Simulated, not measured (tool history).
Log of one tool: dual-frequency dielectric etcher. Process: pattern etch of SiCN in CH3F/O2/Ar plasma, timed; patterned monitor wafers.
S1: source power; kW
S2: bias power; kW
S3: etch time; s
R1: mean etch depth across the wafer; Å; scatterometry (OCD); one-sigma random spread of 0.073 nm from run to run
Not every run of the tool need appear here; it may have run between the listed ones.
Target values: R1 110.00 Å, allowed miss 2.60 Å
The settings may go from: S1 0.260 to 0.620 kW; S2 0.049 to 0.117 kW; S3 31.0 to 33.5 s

run	hour	S1	S2	S3	R1
1	0.0	0.440	0.083	33.5	133.91
2	3.0	0.400	0.079	33.5	125.65
3	8.2	0.370	0.078	33.5	121.51
4	16.5	0.350	0.077	33.5	117.87
5	25.2	0.350	0.087	33.5	126.74
6	31.6	0.330	0.084	33.5	121.67
7	37.3	0.330	0.084	33.5	120.65
8	45.3	0.310	0.083	33.5	117.57

4 candidate next runs follow, results not yet known. Just one meets every target within its allowed miss. Identify it.
A	53.3	0.360	0.081	33.5	?
B	53.3	0.330	0.083	33.0	?
C	53.3	0.260	0.092	32.0	?
D	53.3	0.320	0.088	31.5	?

move	R1
A	122.50
B	117.91
C	109.17
D	114.38
A: lands further from the targets than the last run did
B: roughly where the last run was
C: all results land within tolerance of their targets
D: closer than the last run, but not yet in spec
Move C is the one to make.
